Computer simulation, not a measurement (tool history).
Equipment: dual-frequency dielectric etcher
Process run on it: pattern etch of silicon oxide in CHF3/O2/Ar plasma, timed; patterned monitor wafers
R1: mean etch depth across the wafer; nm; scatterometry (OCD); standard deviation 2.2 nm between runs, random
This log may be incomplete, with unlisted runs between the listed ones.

Run 1, day 0: source power (kW) 0.63, bias power (kW) 0.224, etch time (s) 255.5. Result: R1 553.02 nm.
Run 2, day 0.05: source power (kW) 0.63, bias power (kW) 0.224, etch time (s) 255.5. Result: R1 557.85 nm.
Run 3, day 0.367: source power (kW) 0.6, bias power (kW) 0.211, etch time (s) 253. Result: R1 520.7 nm.
Run 4, day 0.7: source power (kW) 0.6, bias power (kW) 0.228, etch time (s) 253. Result: R1 537.34 nm.
Run 5, day 0.842: source power (kW) 0.6, bias power (kW) 0.21, etch time (s) 253. Result: R1 521.18 nm.
Run 6, day 1.175: source power (kW) 0.51, bias power (kW) 0.21, etch time (s) 253. Result: R1 484.31 nm.
Run 7, day 1.262: source power (kW) 0.49, bias power (kW) 0.204, etch time (s) 252.5. Result: R1 472.37 nm.

Forecast run 8:
Run 8, day 1.488: source power (kW) 0.47, bias power (kW) 0.199, etch time (s) 252. Result: R1 ?.

{"run 8": {"R1": 451.29}}
